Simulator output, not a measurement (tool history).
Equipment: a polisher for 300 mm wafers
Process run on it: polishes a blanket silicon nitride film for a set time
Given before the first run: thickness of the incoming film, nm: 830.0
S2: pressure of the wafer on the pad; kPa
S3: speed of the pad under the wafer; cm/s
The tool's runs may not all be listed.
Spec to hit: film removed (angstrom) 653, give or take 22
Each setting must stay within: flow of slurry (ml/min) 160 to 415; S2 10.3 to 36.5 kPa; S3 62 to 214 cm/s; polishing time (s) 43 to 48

run 1 hour=0 | flow_of_slurry_(ml/min)=265 S2=23.4 S3=138 polishing_time_(s)=48 | film_removed_(angstrom)=887.5
run 2 hour=4.2 | flow_of_slurry_(ml/min)=205 S2=23.4 S3=138 polishing_time_(s)=48 | film_removed_(angstrom)=857.83
run 3 hour=7.7 | flow_of_slurry_(ml/min)=205 S2=23.4 S3=138 polishing_time_(s)=48 | film_removed_(angstrom)=864.79
run 4 hour=13.9 | flow_of_slurry_(ml/min)=205 S2=23.4 S3=138 polishing_time_(s)=43 | film_removed_(angstrom)=762.9
run 5 hour=18 | flow_of_slurry_(ml/min)=205 S2=23.4 S3=138 polishing_time_(s)=48 | film_removed_(angstrom)=857.77
run 6 hour=23.1 | flow_of_slurry_(ml/min)=160 S2=23.4 S3=138 polishing_time_(s)=48 | film_removed_(angstrom)=823.34
run 7 hour=29.7 | flow_of_slurry_(ml/min)=160 S2=22.8 S3=138 polishing_time_(s)=48 | film_removed_(angstrom)=801.87
run 8 hour=30.7 | flow_of_slurry_(ml/min)=160 S2=17.2 S3=136 polishing_time_(s)=48 | film_removed_(angstrom)=609.21
run 9 hour=37.9 | flow_of_slurry_(ml/min)=165 S2=17.2 S3=136 polishing_time_(s)=48 | film_removed_(angstrom)=612.79
run 10 hour=44.9 | flow_of_slurry_(ml/min)=165 S2=17.2 S3=136 polishing_time_(s)=48 | film_removed_(angstrom)=601.06
run 11 hour=51.9 | flow_of_slurry_(ml/min)=170 S2=17.2 S3=136 polishing_time_(s)=48 | film_removed_(angstrom)=610.18
run 12 hour=57 | flow_of_slurry_(ml/min)=175 S2=17.2 S3=136 polishing_time_(s)=48 | film_removed_(angstrom)=609.42
run 13 hour=57.6 | flow_of_slurry_(ml/min)=175 S2=17.2 S3=136 polishing_time_(s)=48 | film_removed_(angstrom)=615.82
run 14 hour=62.6 | flow_of_slurry_(ml/min)=180 S2=17.2 S3=136 polishing_time_(s)=48 | film_removed_(angstrom)=619.34
run 15 hour=66.4 | flow_of_slurry_(ml/min)=185 S2=17.2 S3=136 polishing_time_(s)=48 | film_removed_(angstrom)=625.76
run 16 hour=70.2 | flow_of_slurry_(ml/min)=190 S2=17.2 S3=136 polishing_time_(s)=48 | film_removed_(angstrom)=616.88
run 17 hour=76 | flow_of_slurry_(ml/min)=195 S2=17.2 S3=136 polishing_time_(s)=48 | film_removed_(angstrom)=632.91

Exactly one of the 5 candidate moves below puts every result within its allowed miss. Which one?
run A hour=81.8 | flow_of_slurry_(ml/min)=195 S2=17.9 S3=116 polishing_time_(s)=48 | film_removed_(angstrom)=?
run B hour=81.8 | flow_of_slurry_(ml/min)=195 S2=18.6 S3=122 polishing_time_(s)=46 | film_removed_(angstrom)=?
run C hour=81.8 | flow_of_slurry_(ml/min)=240 S2=15.9 S3=152 polishing_time_(s)=44 | film_removed_(angstrom)=?
run D hour=81.8 | flow_of_slurry_(ml/min)=200 S2=17.2 S3=144 polishing_time_(s)=45 | film_removed_(angstrom)=?
run E hour=81.8 | flow_of_slurry_(ml/min)=165 S2=17.9 S3=144 polishing_time_(s)=47 | film_removed_(angstrom)=?

move=A film_removed_(angstrom)=579.69
move=B film_removed_(angstrom)=597.31
move=C film_removed_(angstrom)=591.22
move=D film_removed_(angstrom)=614.37
move=E film_removed_(angstrom)=645.53
A: lands further from the targets than the last run did
B: lands further from the targets than the last run did
C: lands further from the targets than the last run did
D: lands further from the targets than the last run did
E: hits every target within its allowed miss
Answer: E
